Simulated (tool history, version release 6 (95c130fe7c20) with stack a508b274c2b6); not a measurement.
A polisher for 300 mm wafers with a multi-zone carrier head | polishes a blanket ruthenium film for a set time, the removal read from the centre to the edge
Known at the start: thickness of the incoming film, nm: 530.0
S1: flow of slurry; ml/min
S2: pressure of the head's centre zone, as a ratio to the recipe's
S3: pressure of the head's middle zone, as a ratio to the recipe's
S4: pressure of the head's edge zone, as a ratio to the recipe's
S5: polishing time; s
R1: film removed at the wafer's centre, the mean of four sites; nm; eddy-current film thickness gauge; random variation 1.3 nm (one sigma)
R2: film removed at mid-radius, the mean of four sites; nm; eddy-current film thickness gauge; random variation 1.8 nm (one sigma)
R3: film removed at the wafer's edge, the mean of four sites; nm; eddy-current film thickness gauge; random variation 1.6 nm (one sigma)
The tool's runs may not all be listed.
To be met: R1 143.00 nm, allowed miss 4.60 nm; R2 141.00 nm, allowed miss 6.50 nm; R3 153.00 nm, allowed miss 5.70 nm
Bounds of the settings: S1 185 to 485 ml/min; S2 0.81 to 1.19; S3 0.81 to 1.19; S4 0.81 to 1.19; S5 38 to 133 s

{"run": 1, "hour": 0.0, "S1": 310, "S2": 1.0, "S3": 1.0, "S4": 1.0, "S5": 85, "R1": 111.69, "R2": 114.36, "R3": 110.7}
{"run": 2, "hour": 0.6, "S1": 310, "S2": 1.0, "S3": 1.0, "S4": 1.0, "S5": 98, "R1": 129.36, "R2": 130.92, "R3": 129.47}
{"run": 3, "hour": 8.4, "S1": 310, "S2": 1.0, "S3": 1.0, "S4": 1.05, "S5": 98, "R1": 128.45, "R2": 130.89, "R3": 129.74}
{"run": 4, "hour": 11.3, "S1": 310, "S2": 1.0, "S3": 1.0, "S4": 0.97, "S5": 98, "R1": 127.2, "R2": 132.12, "R3": 125.04}
{"run": 5, "hour": 14.2, "S1": 245, "S2": 1.0, "S3": 1.0, "S4": 0.97, "S5": 98, "R1": 125.11, "R2": 129.12, "R3": 122.14}
{"run": 6, "hour": 16.9, "S1": 245, "S2": 1.0, "S3": 1.0, "S4": 1.03, "S5": 98, "R1": 125.73, "R2": 129.87, "R3": 125.62}
{"run": 7, "hour": 20.2, "S1": 270, "S2": 1.0, "S3": 1.0, "S4": 1.07, "S5": 100, "R1": 129.2, "R2": 133.27, "R3": 132.18}
{"run": 8, "hour": 28.9, "S1": 290, "S2": 1.0, "S3": 1.0, "S4": 1.1, "S5": 101, "R1": 132.85, "R2": 134.64, "R3": 136.71}

Which of these 4 next moves meets every target?
{"run": "A", "hour": 37.6, "S1": 235, "S2": 1.02, "S3": 0.98, "S4": 1.17, "S5": 111, "R1": "?", "R2": "?", "R3": "?"}
{"run": "B", "hour": 37.6, "S1": 285, "S2": 1.06, "S3": 1.13, "S4": 0.91, "S5": 89, "R1": "?", "R2": "?", "R3": "?"}
{"run": "C", "hour": 37.6, "S1": 295, "S2": 1.09, "S3": 1.16, "S4": 1.08, "S5": 89, "R1": "?", "R2": "?", "R3": "?"}
{"run": "D", "hour": 37.6, "S1": 195, "S2": 1.09, "S3": 1.15, "S4": 1.0, "S5": 103, "R1": "?", "R2": "?", "R3": "?"}

move=A R1=143.14 R2=143.49 R3=151.61
move=B R1=122.74 R2=130.42 R3=110.18
move=C R1=126.80 R2=133.38 R3=119.30
move=D R1=137.41 R2=144.65 R3=127.54
A: meets every target
B: further off than the last run
C: further off than the last run
D: further off than the last run
Move A is the one to make.
